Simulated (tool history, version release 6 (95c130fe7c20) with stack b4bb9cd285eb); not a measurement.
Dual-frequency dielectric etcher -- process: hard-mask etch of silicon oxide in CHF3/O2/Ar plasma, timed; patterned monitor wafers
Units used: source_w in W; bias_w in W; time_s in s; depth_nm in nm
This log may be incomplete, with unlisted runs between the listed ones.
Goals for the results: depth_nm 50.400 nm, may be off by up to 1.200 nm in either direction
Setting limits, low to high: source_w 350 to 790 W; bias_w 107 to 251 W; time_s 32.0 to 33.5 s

run  hour  source_w  bias_w  time_s  depth_nm
  1   0.0       570     179    32.0    55.955
  2   5.4       540     176    32.0    54.680
  3  14.0       580     176    32.0    56.490
  4  17.9       580     153    32.0    53.533
  5  26.9       580     184    32.0    56.912
  6  32.8       540     180    32.0    55.301
  7  39.3       510     176    32.0    53.428
  8  46.4       490     174    32.0    52.477

Pick the move, out of 4, that brings all results within their allowed miss; only one does.
  A  53.5       520     142    32.0         ?
  B  53.5       450     169    33.5         ?
  C  53.5       490     193    32.0         ?
  D  53.5       510     176    32.0         ?

move  depth_nm
   A    50.213
   B    52.880
   C    54.048
   D    53.188
A: in spec on every target
B: further off than the last run
C: further off than the last run
D: further off than the last run
Correct choice: A, which meets every target
